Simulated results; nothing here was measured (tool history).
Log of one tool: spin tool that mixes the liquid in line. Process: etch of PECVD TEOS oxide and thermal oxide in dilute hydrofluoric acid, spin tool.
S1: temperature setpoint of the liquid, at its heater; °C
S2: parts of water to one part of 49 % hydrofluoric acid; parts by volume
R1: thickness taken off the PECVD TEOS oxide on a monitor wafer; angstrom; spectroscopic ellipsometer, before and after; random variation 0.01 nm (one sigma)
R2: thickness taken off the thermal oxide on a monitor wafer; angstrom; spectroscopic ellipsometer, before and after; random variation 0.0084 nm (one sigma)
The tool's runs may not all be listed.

{"run": 1, "hour": 0.0, "S1": 23, "S2": 275, "time under the liquid (s)": 180, "R1": 71.482, "R2": 24.63}
{"run": 2, "hour": 4.1, "S1": 22, "S2": 310, "time under the liquid (s)": 180, "R1": 58.662, "R2": 20.022}
{"run": 3, "hour": 11.1, "S1": 22, "S2": 250, "time under the liquid (s)": 180, "R1": 76.438, "R2": 26.652}
{"run": 4, "hour": 18.6, "S1": 22, "S2": 250, "time under the liquid (s)": 225, "R1": 96.833, "R2": 32.878}
{"run": 5, "hour": 22.4, "S1": 22, "S2": 250, "time under the liquid (s)": 185, "R1": 78.503, "R2": 27.289}
{"run": 6, "hour": 25.3, "S1": 21.5, "S2": 290, "time under the liquid (s)": 180, "R1": 62.641, "R2": 21.217}
{"run": 7, "hour": 28.3, "S1": 21.5, "S2": 325, "time under the liquid (s)": 175, "R1": 52.415, "R2": 18.202}
{"run": 8, "hour": 35.1, "S1": 21, "S2": 355, "time under the liquid (s)": 175, "R1": 46.212, "R2": 15.736}
{"run": 9, "hour": 36.4, "S1": 20.5, "S2": 380, "time under the liquid (s)": 170, "R1": 40.718, "R2": 13.855}
{"run": 10, "hour": 40.4, "S1": 20, "S2": 400, "time under the liquid (s)": 165, "R1": 35.533, "R2": 11.966}
{"run": 11, "hour": 47.1, "S1": 19.5, "S2": 415, "time under the liquid (s)": 160, "R1": 32.805, "R2": 11.462}
{"run": 12, "hour": 52.1, "S1": 19.5, "S2": 430, "time under the liquid (s)": 155, "R1": 30.007, "R2": 10.594}
{"run": 13, "hour": 59.5, "S1": 19.5, "S2": 440, "time under the liquid (s)": 150, "R1": 28.116, "R2": 9.5967}
{"run": 14, "hour": 64.6, "S1": 19, "S2": 450, "time under the liquid (s)": 150, "R1": 27.14, "R2": 9.1612}
{"run": 15, "hour": 70.5, "S1": 19, "S2": 460, "time under the liquid (s)": 145, "R1": 25.116, "R2": 8.5783}
{"run": 16, "hour": 79.5, "S1": 18.5, "S2": 465, "time under the liquid (s)": 145, "R1": 24.489, "R2": 8.5432}

Run 17 comes next. What will it give?
{"run": 17, "hour": 82.4, "S1": 18.5, "S2": 470, "time under the liquid (s)": 140, "R1": "?", "R2": "?"}

Run 17 gave R1 23.324 angstrom, R2 8.1215 angstrom.
